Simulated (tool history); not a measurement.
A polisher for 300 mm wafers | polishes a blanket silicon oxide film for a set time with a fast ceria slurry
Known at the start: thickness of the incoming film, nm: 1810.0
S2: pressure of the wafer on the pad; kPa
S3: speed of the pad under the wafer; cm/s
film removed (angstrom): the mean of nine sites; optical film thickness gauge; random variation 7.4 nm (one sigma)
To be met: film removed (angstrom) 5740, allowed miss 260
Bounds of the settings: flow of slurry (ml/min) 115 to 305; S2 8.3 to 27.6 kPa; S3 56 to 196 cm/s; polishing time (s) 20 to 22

Run 1, hour 0: flow of slurry (ml/min) 195, S2 17.9 kPa, S3 126 cm/s, polishing time (s) 22. Result: film removed (angstrom) 4045.7.
Run 2, hour 2.6: flow of slurry (ml/min) 195, S2 17.9 kPa, S3 126 cm/s, polishing time (s) 20. Result: film removed (angstrom) 3780.1.
Run 3, hour 4.2: flow of slurry (ml/min) 195, S2 17.9 kPa, S3 96 cm/s, polishing time (s) 20. Result: film removed (angstrom) 2794.2.
Run 4, hour 7.6: flow of slurry (ml/min) 195, S2 20 kPa, S3 100 cm/s, polishing time (s) 20. Result: film removed (angstrom) 3243.2.
Run 5, hour 12.4: flow of slurry (ml/min) 195, S2 22.1 kPa, S3 104 cm/s, polishing time (s) 20. Result: film removed (angstrom) 3654.9.
Run 6, hour 13.9: flow of slurry (ml/min) 150, S2 22.1 kPa, S3 104 cm/s, polishing time (s) 20. Result: film removed (angstrom) 3463.6.
Run 7, hour 20.3: flow of slurry (ml/min) 165, S2 23.4 kPa, S3 108 cm/s, polishing time (s) 20. Result: film removed (angstrom) 3855.2.
Run 8, hour 25.6: flow of slurry (ml/min) 175, S2 24.1 kPa, S3 112 cm/s, polishing time (s) 20. Result: film removed (angstrom) 4288.9.
Run 9, hour 32.7: flow of slurry (ml/min) 190, S2 24.8 kPa, S3 114 cm/s, polishing time (s) 20. Result: film removed (angstrom) 4523.7.
At hour 39.7: slurry nozzle cleaned.
Run 10, hour 39.7: flow of slurry (ml/min) 200, S2 25.5 kPa, S3 116 cm/s, polishing time (s) 20. Result: film removed (angstrom) 5003.2.
Run 11, hour 43.1: flow of slurry (ml/min) 210, S2 25.5 kPa, S3 116 cm/s, polishing time (s) 20. Result: film removed (angstrom) 5045.
Run 12, hour 48.6: flow of slurry (ml/min) 220, S2 25.5 kPa, S3 116 cm/s, polishing time (s) 20. Result: film removed (angstrom) 4992.2.

4 next moves are on the table. One of them brings every result within its allowed miss. Which?
Run A, hour 54.1: flow of slurry (ml/min) 185, S2 26.9 kPa, S3 116 cm/s, polishing time (s) 22. Result: film removed (angstrom) ?.
Run B, hour 54.1: flow of slurry (ml/min) 230, S2 25.5 kPa, S3 108 cm/s, polishing time (s) 20. Result: film removed (angstrom) ?.
Run C, hour 54.1: flow of slurry (ml/min) 190, S2 27.6 kPa, S3 132 cm/s, polishing time (s) 22. Result: film removed (angstrom) ?.
Run D, hour 54.1: flow of slurry (ml/min) 250, S2 20.7 kPa, S3 100 cm/s, polishing time (s) 22. Result: film removed (angstrom) ?.

move  film removed (angstrom)
   A                   5637.3
   B                   4693.8
   C                   6567.1
   D                   3999.1
A: meets every target
B: further off than the last run
C: takes the result that was furthest off past its target
D: further off than the last run
Answer: A
